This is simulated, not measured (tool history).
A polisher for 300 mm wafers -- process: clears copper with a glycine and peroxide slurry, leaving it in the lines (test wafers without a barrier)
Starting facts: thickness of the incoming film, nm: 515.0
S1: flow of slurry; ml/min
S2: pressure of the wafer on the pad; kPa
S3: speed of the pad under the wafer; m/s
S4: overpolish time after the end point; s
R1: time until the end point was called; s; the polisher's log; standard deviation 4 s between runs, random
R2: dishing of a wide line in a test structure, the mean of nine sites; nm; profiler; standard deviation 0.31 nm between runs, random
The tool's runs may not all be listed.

Run 1, day 0.000: S1 305 ml/min, S2 13.8 kPa, S3 0.94 m/s, S4 28 s. Result: R1 153.13 s, R2 54.837 nm.
Run 2, day 0.221: S1 305 ml/min, S2 13.8 kPa, S3 0.78 m/s, S4 28 s. Result: R1 180.00 s, R2 50.349 nm.
Run 3, day 0.367: S1 305 ml/min, S2 16.5 kPa, S3 0.78 m/s, S4 28 s. Result: R1 158.04 s, R2 55.576 nm.
Run 4, day 0.562: S1 290 ml/min, S2 15.2 kPa, S3 0.78 m/s, S4 25 s. Result: R1 165.83 s, R2 49.555 nm.
Run 5, day 0.833: S1 215 ml/min, S2 15.2 kPa, S3 0.78 m/s, S4 25 s. Result: R1 164.01 s, R2 48.837 nm.
Run 6, day 0.925: S1 210 ml/min, S2 13.8 kPa, S3 0.76 m/s, S4 23 s. Result: R1 185.37 s, R2 41.926 nm.
Run 7, day 1.292: S1 205 ml/min, S2 13.1 kPa, S3 0.76 m/s, S4 21 s. Result: R1 192.37 s, R2 37.179 nm.
Run 8, day 1.458: S1 200 ml/min, S2 12.4 kPa, S3 0.78 m/s, S4 19 s. Result: R1 200.96 s, R2 34.766 nm.
Run 9, day 1.821: S1 200 ml/min, S2 11.7 kPa, S3 0.80 m/s, S4 18 s. Result: R1 198.45 s, R2 30.800 nm.
Run 10, day 2.029: S1 200 ml/min, S2 11.7 kPa, S3 0.80 m/s, S4 18 s. Result: R1 205.69 s, R2 32.206 nm.
Run 11, day 2.067: S1 200 ml/min, S2 11.0 kPa, S3 0.82 m/s, S4 17 s. Result: R1 207.63 s, R2 31.016 nm.
Run 12, day 2.167: S1 200 ml/min, S2 10.3 kPa, S3 0.82 m/s, S4 16 s. Result: R1 221.98 s, R2 27.599 nm.
Run 13, day 2.383: S1 200 ml/min, S2 9.7 kPa, S3 0.84 m/s, S4 15 s. Result: R1 220.90 s, R2 25.182 nm.

What will run 14 give?
Run 14, day 2.700: S1 205 ml/min, S2 9.0 kPa, S3 0.84 m/s, S4 14 s. Result: R1 ?, R2 ?.

Run 14 measured R1 233.21 s, R2 22.189 nm.
